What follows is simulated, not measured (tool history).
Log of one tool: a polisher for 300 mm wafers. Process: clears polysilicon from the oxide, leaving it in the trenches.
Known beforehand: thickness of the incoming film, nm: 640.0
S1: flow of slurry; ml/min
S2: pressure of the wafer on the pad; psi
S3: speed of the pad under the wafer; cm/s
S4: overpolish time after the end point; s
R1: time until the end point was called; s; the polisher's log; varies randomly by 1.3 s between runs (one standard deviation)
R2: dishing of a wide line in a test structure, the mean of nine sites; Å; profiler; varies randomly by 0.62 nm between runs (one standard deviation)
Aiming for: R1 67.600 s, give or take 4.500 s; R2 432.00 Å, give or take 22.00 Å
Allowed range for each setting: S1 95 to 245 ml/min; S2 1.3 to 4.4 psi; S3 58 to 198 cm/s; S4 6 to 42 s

run	day	S1	S2	S3	S4	R1	R2
1	0.000	155	2.8	128	21	31.450	645.43
2	0.283	155	2.3	118	16	42.567	630.61
3	0.400	170	2.0	114	13	48.228	579.27
4	0.650	170	2.0	114	7	47.955	475.42
5	0.833	195	1.8	106	7	56.268	444.33
6	1.021	195	1.7	106	7	58.479	431.25
7	1.242	190	1.5	94	13	76.290	509.89
8	1.383	200	1.6	94	12	69.870	509.51
# day 1.754: head pressure recalibrated
9	1.754	205	1.6	96	10	74.344	447.61
10	2.112	205	1.7	96	10	69.521	457.87
11	2.467	210	1.7	96	10	70.929	461.43

Of the 5 settings listed for the next run, only one would bring every result within its allowed miss of target. Which one?
A	2.821	195	1.8	96	11	?	?
B	2.821	245	1.3	110	13	?	?
C	2.821	200	1.9	78	12	?	?
D	2.821	200	1.6	106	8	?	?
E	2.821	210	2.0	72	11	?	?

move	R1	R2
A	65.705	513.76
B	76.505	516.94
C	75.880	501.34
D	66.618	437.57
E	77.524	476.82
A: misses by more than the last run did
B: misses by more than the last run did
C: misses by more than the last run did
D: hits every target within its allowed miss
E: misses by more than the last run did
So the answer is move D, the one that meets all the targets.

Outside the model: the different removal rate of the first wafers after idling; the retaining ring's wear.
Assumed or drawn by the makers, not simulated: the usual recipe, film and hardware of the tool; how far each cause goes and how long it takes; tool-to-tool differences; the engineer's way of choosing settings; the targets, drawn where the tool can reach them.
